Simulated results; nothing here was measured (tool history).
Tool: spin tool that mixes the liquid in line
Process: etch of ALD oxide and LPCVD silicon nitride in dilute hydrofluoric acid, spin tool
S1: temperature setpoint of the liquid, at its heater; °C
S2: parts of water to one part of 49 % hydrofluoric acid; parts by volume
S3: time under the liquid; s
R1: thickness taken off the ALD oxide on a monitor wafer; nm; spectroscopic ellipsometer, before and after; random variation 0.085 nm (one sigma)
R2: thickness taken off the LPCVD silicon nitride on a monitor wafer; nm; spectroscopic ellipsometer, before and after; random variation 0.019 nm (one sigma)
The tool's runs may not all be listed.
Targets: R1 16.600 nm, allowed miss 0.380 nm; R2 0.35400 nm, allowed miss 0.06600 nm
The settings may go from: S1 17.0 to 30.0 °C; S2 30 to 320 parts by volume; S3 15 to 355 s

{"run": 1, "hour": 0.0, "S1": 22.0, "S2": 175, "S3": 180, "R1": 20.194, "R2": 0.41896}
{"run": 2, "hour": 1.3, "S1": 20.5, "S2": 175, "S3": 180, "R1": 19.257, "R2": 0.40557}
{"run": 3, "hour": 2.0, "S1": 20.5, "S2": 125, "S3": 180, "R1": 28.428, "R2": 0.6355}
{"run": 4, "hour": 8.9, "S1": 20.0, "S2": 130, "S3": 180, "R1": 26.602, "R2": 0.5241}
{"run": 5, "hour": 11.7, "S1": 20.0, "S2": 75, "S3": 180, "R1": 49.378, "R2": 0.86387}
{"run": 6, "hour": 13.1, "S1": 20.0, "S2": 75, "S3": 105, "R1": 28.279, "R2": 0.52998}
{"run": 7, "hour": 22.1, "S1": 20.0, "S2": 80, "S3": 105, "R1": 26.798, "R2": 0.45307}
{"run": 8, "hour": 23.1, "S1": 20.0, "S2": 85, "S3": 105, "R1": 24.958, "R2": 0.48229}
{"run": 9, "hour": 26.2, "S1": 20.0, "S2": 90, "S3": 105, "R1": 23.345, "R2": 0.44793}
{"run": 10, "hour": 35.2, "S1": 19.5, "S2": 90, "S3": 105, "R1": 22.84, "R2": 0.40091}
{"run": 11, "hour": 36.9, "S1": 20.5, "S2": 155, "S3": 110, "R1": 13.512, "R2": 0.26615}
{"run": 12, "hour": 40.4, "S1": 21.0, "S2": 155, "S3": 110, "R1": 13.789, "R2": 0.30048}
{"run": 13, "hour": 45.0, "S1": 22.5, "S2": 130, "S3": 105, "R1": 16.997, "R2": 0.34961}
{"run": 14, "hour": 47.0, "S1": 23.0, "S2": 130, "S3": 105, "R1": 17.461, "R2": 0.3717}
{"run": 15, "hour": 48.6, "S1": 22.5, "S2": 130, "S3": 105, "R1": 17.013, "R2": 0.34115}

5 next moves are on the table. One of them brings every result within its allowed miss. Which?
{"run": "A", "hour": 50.2, "S1": 25.0, "S2": 135, "S3": 90, "R1": "?", "R2": "?"}
{"run": "B", "hour": 50.2, "S1": 22.0, "S2": 205, "S3": 165, "R1": "?", "R2": "?"}
{"run": "C", "hour": 50.2, "S1": 19.5, "S2": 110, "S3": 100, "R1": "?", "R2": "?"}
{"run": "D", "hour": 50.2, "S1": 20.5, "S2": 175, "S3": 155, "R1": "?", "R2": "?"}
{"run": "E", "hour": 50.2, "S1": 28.0, "S2": 270, "S3": 215, "R1": "?", "R2": "?"}

move=A R1=15.388 R2=0.36440
move=B R1=15.348 R2=0.36464
move=C R1=17.362 R2=0.34398
move=D R1=16.442 R2=0.36263
move=E R1=17.560 R2=0.52325
A: takes the result that was furthest off past its target
B: takes the result that was furthest off past its target
C: further off than the last run
D: meets every target
E: further off than the last run
Move D is the one to make.
